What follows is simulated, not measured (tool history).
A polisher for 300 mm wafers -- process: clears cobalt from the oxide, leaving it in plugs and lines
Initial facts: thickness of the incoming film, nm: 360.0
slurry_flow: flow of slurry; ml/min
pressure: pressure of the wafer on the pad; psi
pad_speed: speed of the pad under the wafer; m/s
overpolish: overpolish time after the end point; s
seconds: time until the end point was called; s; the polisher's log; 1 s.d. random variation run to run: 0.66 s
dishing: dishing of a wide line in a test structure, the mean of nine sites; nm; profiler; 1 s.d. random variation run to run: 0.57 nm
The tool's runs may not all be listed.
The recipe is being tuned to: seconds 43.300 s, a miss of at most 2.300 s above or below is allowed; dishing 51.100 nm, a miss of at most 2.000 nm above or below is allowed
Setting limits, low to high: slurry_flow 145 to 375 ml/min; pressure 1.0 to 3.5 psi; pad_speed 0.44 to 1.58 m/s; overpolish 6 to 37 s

run,hour,slurry_flow,pressure,pad_speed,overpolish,seconds,dishing
1,0.0,240,2.2,1.00,19,65.818,45.122
2,0.9,240,2.2,1.00,15,68.123,40.930
3,4.4,240,1.8,1.00,15,83.329,37.319
4,12.4,240,1.8,1.12,15,75.872,39.875
5,15.5,240,2.1,1.14,15,62.369,42.460
6,20.0,240,2.1,1.14,19,63.257,46.588
7,27.6,240,2.3,1.14,18,57.835,48.269
8,28.4,240,2.9,1.18,13,46.051,46.108
9,35.1,240,2.9,1.18,14,44.380,46.812
10,40.4,240,2.9,1.18,15,44.463,47.784

Exercise: of the 5 proposed moves below, exactly one satisfies all targets within the stated allowed misses. Which move is it?
A,45.7,240,3.0,1.24,25,?,?
B,45.7,255,2.7,1.26,14,?,?
C,45.7,245,2.9,1.38,14,?,?
D,45.7,240,2.6,1.36,18,?,?
E,45.7,205,3.0,1.18,13,?,?

move,seconds,dishing
A,40.804,55.054
B,44.205,47.887
C,37.898,50.172
D,42.873,51.853
E,43.748,46.810
A: the result that was furthest off in the last run now lies on the other side of its target
B: about the same distance from the targets as the last run
C: brings the result that was furthest off to its target, and leaves another outside
D: every result within its allowed miss
E: further off than the last run
Answer: D
